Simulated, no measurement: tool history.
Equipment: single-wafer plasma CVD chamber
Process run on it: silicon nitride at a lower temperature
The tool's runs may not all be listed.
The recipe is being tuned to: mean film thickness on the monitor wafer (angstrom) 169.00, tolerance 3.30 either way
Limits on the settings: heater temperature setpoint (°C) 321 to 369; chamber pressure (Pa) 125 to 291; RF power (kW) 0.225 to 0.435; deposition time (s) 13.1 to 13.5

run  hour  heater temperature setpoint (°C)  chamber pressure (Pa)  RF power (kW)  deposition time (s)  mean film thickness on the monitor wafer (angstrom)
  1   0.0                               345                    208          0.330                 13.1                                               149.78
  2   7.8                               345                    208          0.305                 13.1                                               143.19
  3  15.2                               337                    208          0.305                 13.1                                               143.34
  4  17.4                               337                    208          0.330                 13.1                                               149.95
  5  25.1                               337                    208          0.330                 13.5                                               155.51
  6  25.9                               343                    208          0.330                 13.5                                               154.01
  7  30.4                               343                    213          0.330                 13.5                                               155.09
  8  31.7                               343                    255          0.345                 13.5                                               166.03
  9  38.5                               343                    256          0.345                 13.5                                               164.61
 10  44.3                               343                    257          0.345                 13.5                                               165.38

5 next moves are on the table. One of them brings every result within its allowed miss. Which?
  A  50.1                               340                    289          0.350                 13.4                                                    ?
  B  50.1                               343                    252          0.330                 13.5                                                    ?
  C  50.1                               345                    253          0.335                 13.2                                                    ?
  D  50.1                               346                    255          0.340                 13.2                                                    ?
  E  50.1                               343                    252          0.345                 13.2                                                    ?

move  mean film thickness on the monitor wafer (angstrom)
   A                                               170.65
   B                                               161.67
   C                                               159.26
   D                                               160.49
   E                                               161.35
A: all results in spec
B: lands further from the targets than the last run did
C: lands further from the targets than the last run did
D: lands further from the targets than the last run did
E: lands further from the targets than the last run did
Correct choice: A, which meets every target

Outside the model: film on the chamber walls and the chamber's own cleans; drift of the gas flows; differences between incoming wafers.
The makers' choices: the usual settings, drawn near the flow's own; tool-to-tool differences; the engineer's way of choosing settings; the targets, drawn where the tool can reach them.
